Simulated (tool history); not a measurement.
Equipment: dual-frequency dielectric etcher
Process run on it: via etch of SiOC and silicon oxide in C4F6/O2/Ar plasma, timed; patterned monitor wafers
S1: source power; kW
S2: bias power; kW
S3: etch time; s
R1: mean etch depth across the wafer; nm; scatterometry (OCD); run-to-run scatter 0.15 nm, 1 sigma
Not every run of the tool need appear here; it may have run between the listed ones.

{"run": 1, "hour": 0.0, "S1": 0.27, "S2": 0.157, "S3": 83.0, "R1": 67.723}
{"run": 2, "hour": 3.2, "S1": 0.25, "S2": 0.152, "S3": 83.0, "R1": 65.124}
{"run": 3, "hour": 5.5, "S1": 0.23, "S2": 0.148, "S3": 83.0, "R1": 62.474}
{"run": 4, "hour": 11.5, "S1": 0.27, "S2": 0.148, "S3": 83.0, "R1": 66.68}
{"run": 5, "hour": 13.0, "S1": 0.25, "S2": 0.146, "S3": 83.0, "R1": 64.752}
{"run": 6, "hour": 20.8, "S1": 0.25, "S2": 0.146, "S3": 86.5, "R1": 67.323}
{"run": 7, "hour": 24.0, "S1": 0.23, "S2": 0.14, "S3": 86.5, "R1": 64.336}

Run 8, settings as shown, results not yet in. Your forecast:
{"run": 8, "hour": 32.4, "S1": 0.17, "S2": 0.114, "S3": 86.0, "R1": "?"}

R1: 54.043 nm

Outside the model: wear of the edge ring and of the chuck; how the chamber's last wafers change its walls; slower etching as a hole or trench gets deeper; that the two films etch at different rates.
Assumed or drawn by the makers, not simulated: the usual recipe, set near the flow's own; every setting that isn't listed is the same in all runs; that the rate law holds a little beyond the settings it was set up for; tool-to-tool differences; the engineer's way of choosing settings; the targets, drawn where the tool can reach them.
